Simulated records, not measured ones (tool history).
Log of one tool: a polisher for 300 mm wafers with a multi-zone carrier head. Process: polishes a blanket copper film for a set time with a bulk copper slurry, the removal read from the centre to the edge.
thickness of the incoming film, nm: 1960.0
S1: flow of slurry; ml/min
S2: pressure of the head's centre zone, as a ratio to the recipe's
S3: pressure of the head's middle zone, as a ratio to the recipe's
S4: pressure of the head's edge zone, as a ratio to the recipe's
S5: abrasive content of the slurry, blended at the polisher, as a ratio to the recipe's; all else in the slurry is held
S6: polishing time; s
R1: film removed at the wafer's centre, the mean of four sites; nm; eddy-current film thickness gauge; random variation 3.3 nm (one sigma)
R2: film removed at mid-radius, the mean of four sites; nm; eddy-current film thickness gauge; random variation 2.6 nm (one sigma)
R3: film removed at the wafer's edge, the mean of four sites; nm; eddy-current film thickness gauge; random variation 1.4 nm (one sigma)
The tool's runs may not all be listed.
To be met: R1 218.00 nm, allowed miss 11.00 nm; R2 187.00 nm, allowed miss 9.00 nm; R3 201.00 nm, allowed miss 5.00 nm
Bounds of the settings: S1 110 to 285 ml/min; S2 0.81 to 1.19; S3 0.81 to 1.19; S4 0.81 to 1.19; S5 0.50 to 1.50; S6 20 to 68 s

{"run": 1, "day": 0.0, "S1": 180, "S2": 1.0, "S3": 1.0, "S4": 1.0, "S5": 1.0, "S6": 44, "R1": 337.09, "R2": 332.86, "R3": 337.77}
{"run": 2, "day": 0.325, "S1": 180, "S2": 1.0, "S3": 1.0, "S4": 1.0, "S5": 1.15, "S6": 44, "R1": 348.97, "R2": 352.79, "R3": 349.49}
{"run": 3, "day": 0.683, "S1": 180, "S2": 1.0, "S3": 0.99, "S4": 0.98, "S5": 1.1, "S6": 42, "R1": 322.6, "R2": 320.75, "R3": 327.59}
{"run": 4, "day": 0.721, "S1": 180, "S2": 1.01, "S3": 0.99, "S4": 0.96, "S5": 1.05, "S6": 41, "R1": 316.81, "R2": 313.46, "R3": 311.4}
{"run": 5, "day": 0.933, "S1": 180, "S2": 1.01, "S3": 0.99, "S4": 0.96, "S5": 1.05, "S6": 45, "R1": 346.28, "R2": 340.61, "R3": 340.55}
{"run": 6, "day": 1.229, "S1": 180, "S2": 1.01, "S3": 0.98, "S4": 0.95, "S5": 1.0, "S6": 43, "R1": 329.62, "R2": 322.58, "R3": 317.25}
{"run": 7, "day": 1.479, "S1": 180, "S2": 1.01, "S3": 0.98, "S4": 0.95, "S5": 1.0, "S6": 43, "R1": 332.8, "R2": 307.93, "R3": 316.24}
{"run": 8, "day": 1.588, "S1": 175, "S2": 1.0, "S3": 0.98, "S4": 0.94, "S5": 0.95, "S6": 42, "R1": 310.42, "R2": 311.66, "R3": 304.98}
{"run": 9, "day": 1.683, "S1": 175, "S2": 1.0, "S3": 0.96, "S4": 0.93, "S5": 0.9, "S6": 41, "R1": 302.52, "R2": 287.05, "R3": 293.26}
{"run": 10, "day": 1.996, "S1": 175, "S2": 1.0, "S3": 0.95, "S4": 0.92, "S5": 0.85, "S6": 40, "R1": 285.65, "R2": 273.11, "R3": 277.39}
{"run": 11, "day": 2.158, "S1": 145, "S2": 1.05, "S3": 0.85, "S4": 0.83, "S5": 0.6, "S6": 33, "R1": 205.53, "R2": 176.57, "R3": 184.24}
{"run": 12, "day": 2.258, "S1": 150, "S2": 1.05, "S3": 0.85, "S4": 0.84, "S5": 0.6, "S6": 33, "R1": 210.61, "R2": 178.61, "R3": 185.3}
{"run": 13, "day": 2.317, "S1": 155, "S2": 1.05, "S3": 0.85, "S4": 0.85, "S5": 0.6, "S6": 33, "R1": 207.21, "R2": 180.11, "R3": 188.99}
{"run": 14, "day": 2.571, "S1": 160, "S2": 1.05, "S3": 0.85, "S4": 0.85, "S5": 0.6, "S6": 33, "R1": 215.61, "R2": 179.36, "R3": 188.6}
{"run": 15, "day": 2.904, "S1": 160, "S2": 1.04, "S3": 0.85, "S4": 0.86, "S5": 0.6, "S6": 33, "R1": 209.57, "R2": 180.08, "R3": 192.36}
{"run": 16, "day": 3.117, "S1": 190, "S2": 1.05, "S3": 0.86, "S4": 0.9, "S5": 0.65, "S6": 33, "R1": 226.7, "R2": 195.52, "R3": 203.82}

5 next moves are on the table. One of them brings every result within its allowed miss. Which?
{"run": "A", "day": 3.329, "S1": 135, "S2": 1.01, "S3": 0.98, "S4": 0.89, "S5": 0.8, "S6": 32, "R1": "?", "R2": "?", "R3": "?"}
{"run": "B", "day": 3.329, "S1": 200, "S2": 1.06, "S3": 0.84, "S4": 1.01, "S5": 0.5, "S6": 36, "R1": "?", "R2": "?", "R3": "?"}
{"run": "C", "day": 3.329, "S1": 165, "S2": 1.18, "S3": 0.84, "S4": 0.91, "S5": 1.05, "S6": 27, "R1": "?", "R2": "?", "R3": "?"}
{"run": "D", "day": 3.329, "S1": 235, "S2": 1.03, "S3": 1.02, "S4": 0.9, "S5": 0.6, "S6": 34, "R1": "?", "R2": "?", "R3": "?"}
{"run": "E", "day": 3.329, "S1": 160, "S2": 1.05, "S3": 0.86, "S4": 0.91, "S5": 0.65, "S6": 33, "R1": "?", "R2": "?", "R3": "?"}

move=A R1=209.73 R2=208.97 R3=202.61
move=B R1=221.85 R2=189.30 R3=210.41
move=C R1=237.93 R2=182.91 R3=195.35
move=D R1=227.86 R2=225.49 R3=208.31
move=E R1=217.13 R2=190.72 R3=200.94
A: further off than the last run
B: brings the result that was furthest off to its target, and leaves another outside
C: brings the result that was furthest off to its target, and leaves another outside
D: further off than the last run
E: meets every target
Move E is the one to make.

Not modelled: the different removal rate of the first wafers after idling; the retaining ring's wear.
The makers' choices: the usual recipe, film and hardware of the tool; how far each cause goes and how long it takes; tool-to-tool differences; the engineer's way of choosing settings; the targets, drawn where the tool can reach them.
